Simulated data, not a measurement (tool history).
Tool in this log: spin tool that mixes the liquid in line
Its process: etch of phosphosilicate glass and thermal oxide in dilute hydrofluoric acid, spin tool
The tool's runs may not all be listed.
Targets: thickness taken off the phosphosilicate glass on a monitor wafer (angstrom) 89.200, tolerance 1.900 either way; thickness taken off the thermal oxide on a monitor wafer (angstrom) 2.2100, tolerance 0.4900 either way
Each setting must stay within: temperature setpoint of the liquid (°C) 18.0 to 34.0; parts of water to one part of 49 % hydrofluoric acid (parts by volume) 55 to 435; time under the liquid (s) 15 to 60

run,hour,temperature setpoint of the liquid (°C),parts of water to one part of 49 % hydrofluoric acid (parts by volume),time under the liquid (s),thickness taken off the phosphosilicate glass on a monitor wafer (angstrom),thickness taken off the thermal oxide on a monitor wafer (angstrom)
1,0.0,26.0,245,30,181.760,4.1846
2,7.3,24.0,245,30,170.640,4.1745
3,12.3,22.5,275,30,140.640,3.5935
4,18.6,24.0,275,30,146.160,3.6568
5,20.7,24.0,275,25,122.620,2.8772
6,29.4,22.5,285,25,109.010,2.6380
7,32.0,21.5,290,25,104.050,2.6909
8,33.1,21.0,295,25,99.929,2.6032
9,41.4,20.5,300,25,96.261,2.1476
# hour 45.7: hydrofluoric acid flow meter replaced
10,45.7,21.0,315,25,100.340,2.8147
11,52.9,20.0,310,25,97.956,2.3855
12,54.4,20.0,310,25,100.320,2.5106
13,61.9,19.5,320,25,94.298,2.2737
14,65.5,19.5,325,25,91.805,2.2634

4 next moves are on the table. One of them brings every result within its allowed miss. Which?
A,69.1,18.5,350,30,?,?
B,69.1,20.5,420,35,?,?
C,69.1,19.5,280,20,?,?
D,69.1,18.0,200,15,?,?

move,thickness taken off the phosphosilicate glass on a monitor wafer (angstrom),thickness taken off the thermal oxide on a monitor wafer (angstrom)
A,96.765,2.2925
B,95.261,2.2569
C,88.860,2.1052
D,94.798,2.2459
A: misses by more than the last run did
B: misses by more than the last run did
C: every result lands within tolerance
D: misses by more than the last run did
So the answer is move C, the one that meets all the targets.

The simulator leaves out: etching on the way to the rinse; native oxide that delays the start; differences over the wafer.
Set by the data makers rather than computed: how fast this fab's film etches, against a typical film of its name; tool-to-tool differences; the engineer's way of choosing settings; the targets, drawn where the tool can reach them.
